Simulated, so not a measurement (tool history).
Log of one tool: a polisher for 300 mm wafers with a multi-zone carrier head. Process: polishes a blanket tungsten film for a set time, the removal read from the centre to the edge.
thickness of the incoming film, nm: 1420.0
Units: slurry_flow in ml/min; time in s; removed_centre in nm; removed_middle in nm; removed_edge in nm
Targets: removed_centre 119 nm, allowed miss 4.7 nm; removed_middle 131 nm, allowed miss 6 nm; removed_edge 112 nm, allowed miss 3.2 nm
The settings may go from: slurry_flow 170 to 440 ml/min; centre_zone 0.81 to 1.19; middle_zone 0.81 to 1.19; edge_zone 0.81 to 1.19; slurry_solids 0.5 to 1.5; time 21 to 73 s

{"run": 1, "day": 0.0, "slurry_flow": 280, "centre_zone": 1, "middle_zone": 1, "edge_zone": 1, "slurry_solids": 1, "time": 47, "removed_centre": 174.08, "removed_middle": 177.13, "removed_edge": 171.27}
{"run": 2, "day": 0.312, "slurry_flow": 280, "centre_zone": 1, "middle_zone": 0.94, "edge_zone": 1, "slurry_solids": 1, "time": 47, "removed_centre": 174.42, "removed_middle": 165.14, "removed_edge": 173.19}
{"run": 3, "day": 0.479, "slurry_flow": 280, "centre_zone": 0.99, "middle_zone": 0.97, "edge_zone": 0.96, "slurry_solids": 0.85, "time": 44, "removed_centre": 153.09, "removed_middle": 151.81, "removed_edge": 150.94}
{"run": 4, "day": 0.621, "slurry_flow": 280, "centre_zone": 0.99, "middle_zone": 1, "edge_zone": 0.96, "slurry_solids": 0.85, "time": 44, "removed_centre": 155.36, "removed_middle": 160.57, "removed_edge": 152.97}
{"run": 5, "day": 0.912, "slurry_flow": 280, "centre_zone": 0.95, "middle_zone": 1, "edge_zone": 0.96, "slurry_solids": 0.85, "time": 44, "removed_centre": 150.23, "removed_middle": 157.62, "removed_edge": 152.31}
{"run": 6, "day": 1.238, "slurry_flow": 280, "centre_zone": 0.95, "middle_zone": 1, "edge_zone": 0.96, "slurry_solids": 0.85, "time": 54, "removed_centre": 178.68, "removed_middle": 188.76, "removed_edge": 186.92}
{"run": 7, "day": 1.496, "slurry_flow": 280, "centre_zone": 0.96, "middle_zone": 1.02, "edge_zone": 0.93, "slurry_solids": 0.75, "time": 49, "removed_centre": 162.04, "removed_middle": 174.69, "removed_edge": 162.57}
{"day": 1.642, "done": "slurry nozzle cleaned"}
{"run": 8, "day": 1.642, "slurry_flow": 280, "centre_zone": 0.96, "middle_zone": 1.02, "edge_zone": 0.91, "slurry_solids": 0.7, "time": 45, "removed_centre": 150.5, "removed_middle": 161.59, "removed_edge": 148.37}

5 next moves are on the table. One of them brings every result within its allowed miss. Which?
{"run": "A", "day": 1.788, "slurry_flow": 175, "centre_zone": 0.96, "middle_zone": 1.06, "edge_zone": 0.93, "slurry_solids": 0.65, "time": 38, "removed_centre": "?", "removed_middle": "?", "removed_edge": "?"}
{"run": "B", "day": 1.788, "slurry_flow": 250, "centre_zone": 0.96, "middle_zone": 0.91, "edge_zone": 1.05, "slurry_solids": 0.6, "time": 63, "removed_centre": "?", "removed_middle": "?", "removed_edge": "?"}
{"run": "C", "day": 1.788, "slurry_flow": 235, "centre_zone": 1, "middle_zone": 1.12, "edge_zone": 0.89, "slurry_solids": 0.75, "time": 34, "removed_centre": "?", "removed_middle": "?", "removed_edge": "?"}
{"run": "D", "day": 1.788, "slurry_flow": 260, "centre_zone": 0.91, "middle_zone": 1.13, "edge_zone": 0.91, "slurry_solids": 0.7, "time": 34, "removed_centre": "?", "removed_middle": "?", "removed_edge": "?"}
{"run": "E", "day": 1.788, "slurry_flow": 245, "centre_zone": 1.15, "middle_zone": 1.05, "edge_zone": 0.85, "slurry_solids": 0.8, "time": 55, "removed_centre": "?", "removed_middle": "?", "removed_edge": "?"}

move=A removed_centre=118.96 removed_middle=130.62 removed_edge=121.21
move=B removed_centre=202.98 removed_middle=195.2 removed_edge=212.95
move=C removed_centre=119.21 removed_middle=131.04 removed_edge=113.23
move=D removed_centre=108.01 removed_middle=131.46 removed_edge=113.19
move=E removed_centre=226.25 removed_middle=204.28 removed_edge=183.92
A: nearer than the last run, and not there yet
B: further off than the last run
C: meets every target
D: brings the result that was furthest off to its target, and leaves another outside
E: further off than the last run
Answer: C
